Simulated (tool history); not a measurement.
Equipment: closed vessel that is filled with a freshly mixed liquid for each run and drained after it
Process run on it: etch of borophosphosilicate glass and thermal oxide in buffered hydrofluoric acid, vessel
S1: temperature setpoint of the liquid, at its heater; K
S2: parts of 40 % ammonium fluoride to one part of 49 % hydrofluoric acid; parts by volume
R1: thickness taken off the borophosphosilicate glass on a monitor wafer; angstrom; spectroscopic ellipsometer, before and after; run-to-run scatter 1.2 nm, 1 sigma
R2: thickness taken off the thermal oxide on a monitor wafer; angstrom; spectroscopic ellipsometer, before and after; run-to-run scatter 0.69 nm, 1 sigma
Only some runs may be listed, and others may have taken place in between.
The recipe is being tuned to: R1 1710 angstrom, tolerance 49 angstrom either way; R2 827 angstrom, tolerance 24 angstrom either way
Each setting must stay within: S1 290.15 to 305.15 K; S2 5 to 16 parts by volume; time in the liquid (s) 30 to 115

{"run": 1, "hour": 0.0, "S1": 297.15, "S2": 9.5, "time in the liquid (s)": 60, "R1": 1270.5, "R2": 623.77}
{"run": 2, "hour": 8.5, "S1": 298.65, "S2": 9.5, "time in the liquid (s)": 60, "R1": 1396.2, "R2": 670.07}
{"run": 3, "hour": 12.2, "S1": 302.15, "S2": 9.5, "time in the liquid (s)": 60, "R1": 1646.5, "R2": 790.95}
{"run": 4, "hour": 14.9, "S1": 302.15, "S2": 9.5, "time in the liquid (s)": 40, "R1": 1082.3, "R2": 534.19}
{"run": 5, "hour": 21.9, "S1": 300.15, "S2": 9.5, "time in the liquid (s)": 40, "R1": 993.2, "R2": 483.38}
{"run": 6, "hour": 29.3, "S1": 301.65, "S2": 8.5, "time in the liquid (s)": 40, "R1": 1177.4, "R2": 564.27}
{"run": 7, "hour": 34.9, "S1": 302.65, "S2": 8, "time in the liquid (s)": 40, "R1": 1290.3, "R2": 623.93}
{"run": 8, "hour": 40.7, "S1": 303.65, "S2": 7.5, "time in the liquid (s)": 40, "R1": 1448.8, "R2": 704.64}
{"run": 9, "hour": 46.8, "S1": 304.15, "S2": 7, "time in the liquid (s)": 40, "R1": 1630.5, "R2": 783.93}
{"run": 10, "hour": 47.9, "S1": 304.65, "S2": 7, "time in the liquid (s)": 40, "R1": 1659.7, "R2": 806.25}
{"hour": 52.3, "done": "hydrofluoric acid flow meter replaced"}
{"run": 11, "hour": 52.3, "S1": 305.15, "S2": 7, "time in the liquid (s)": 40, "R1": 1930, "R2": 946.74}
{"run": 12, "hour": 55.6, "S1": 304.65, "S2": 7, "time in the liquid (s)": 40, "R1": 1924.2, "R2": 923.99}
{"run": 13, "hour": 57.1, "S1": 304.15, "S2": 7, "time in the liquid (s)": 40, "R1": 1858.8, "R2": 899.98}

Exercise: of the 4 proposed moves below, exactly one satisfies all targets within the stated allowed misses. Which move is it?
{"run": "A", "hour": 58.6, "S1": 302.15, "S2": 5.5, "time in the liquid (s)": 40, "R1": "?", "R2": "?"}
{"run": "B", "hour": 58.6, "S1": 304.15, "S2": 6.5, "time in the liquid (s)": 40, "R1": "?", "R2": "?"}
{"run": "C", "hour": 58.6, "S1": 304.15, "S2": 6.5, "time in the liquid (s)": 35, "R1": "?", "R2": "?"}
{"run": "D", "hour": 58.6, "S1": 305.15, "S2": 5, "time in the liquid (s)": 30, "R1": "?", "R2": "?"}

move=A R1=2033.5 R2=1003
move=B R1=1949 R2=965.57
move=C R1=1705.3 R2=844.87
move=D R1=1933 R2=953.11
A: further off than the last run
B: further off than the last run
C: in spec on every target
D: further off than the last run
C meets every target.
